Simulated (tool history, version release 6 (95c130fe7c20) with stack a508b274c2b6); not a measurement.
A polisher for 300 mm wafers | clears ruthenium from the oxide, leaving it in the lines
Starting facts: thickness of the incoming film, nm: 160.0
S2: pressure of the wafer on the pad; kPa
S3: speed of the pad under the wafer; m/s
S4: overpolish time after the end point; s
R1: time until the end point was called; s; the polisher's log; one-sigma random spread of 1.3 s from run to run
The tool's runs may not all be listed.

run 1 hour=0.0 | flow_of_slurry_(ml/min)=280 S2=17.2 S3=0.96 S4=13 | R1=121.31
run 2 hour=5.8 | flow_of_slurry_(ml/min)=280 S2=17.2 S3=0.82 S4=13 | R1=141.45
run 3 hour=10.5 | flow_of_slurry_(ml/min)=280 S2=19.3 S3=0.82 S4=13 | R1=126.59
run 4 hour=17.8 | flow_of_slurry_(ml/min)=280 S2=20.0 S3=0.82 S4=13 | R1=121.96
run 5 hour=25.9 | flow_of_slurry_(ml/min)=280 S2=20.7 S3=0.82 S4=13 | R1=121.38
run 6 hour=31.5 | flow_of_slurry_(ml/min)=280 S2=21.4 S3=0.84 S4=13 | R1=111.20
run 7 hour=37.2 | flow_of_slurry_(ml/min)=280 S2=22.1 S3=0.84 S4=13 | R1=108.79

For run 8, what comes out?
run 8 hour=45.7 | flow_of_slurry_(ml/min)=280 S2=22.8 S3=0.84 S4=13 | R1=?

R1: 105.05 s
